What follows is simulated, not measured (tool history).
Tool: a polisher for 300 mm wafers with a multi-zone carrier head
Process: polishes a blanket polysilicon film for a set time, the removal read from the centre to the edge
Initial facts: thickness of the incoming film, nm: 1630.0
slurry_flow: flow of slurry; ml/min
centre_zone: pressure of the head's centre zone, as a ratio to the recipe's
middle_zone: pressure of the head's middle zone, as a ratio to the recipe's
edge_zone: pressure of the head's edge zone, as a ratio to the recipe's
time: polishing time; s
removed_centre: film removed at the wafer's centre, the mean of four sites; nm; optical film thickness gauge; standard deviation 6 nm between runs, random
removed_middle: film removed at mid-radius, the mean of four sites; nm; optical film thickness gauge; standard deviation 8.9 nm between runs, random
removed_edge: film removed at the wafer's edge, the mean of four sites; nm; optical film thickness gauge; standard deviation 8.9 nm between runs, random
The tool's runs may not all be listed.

run    day  slurry_flow  centre_zone  middle_zone  edge_zone  time  removed_centre  removed_middle  removed_edge
  1  0.000          275         1.00         1.00       1.00    81          485.19          441.70        444.51
  2  0.171          275         1.04         1.00       1.00    81          503.64          447.39        445.68
  3  0.208          275         1.12         1.00       1.00    81          532.18          448.97        437.81
  4  0.538          260         1.02         1.03       1.06    89          533.49          499.94        494.34
  5  0.588          245         0.95         1.03       1.10    96          526.16          515.84        544.98
  6  0.712          250         0.91         1.05       1.13   101          545.79          557.45        580.32
  7  0.862          225         0.88         1.06       1.15   105          543.78          579.97        615.30
  8  0.946          215         0.86         1.06       1.16   108          537.94          590.62        627.84

For run 9, what comes out?
  9  1.225          215         0.85         1.06       1.17   110               ?               ?             ?

removed_centre: 534.40 nm
removed_middle: 615.07 nm
removed_edge: 631.72 nm
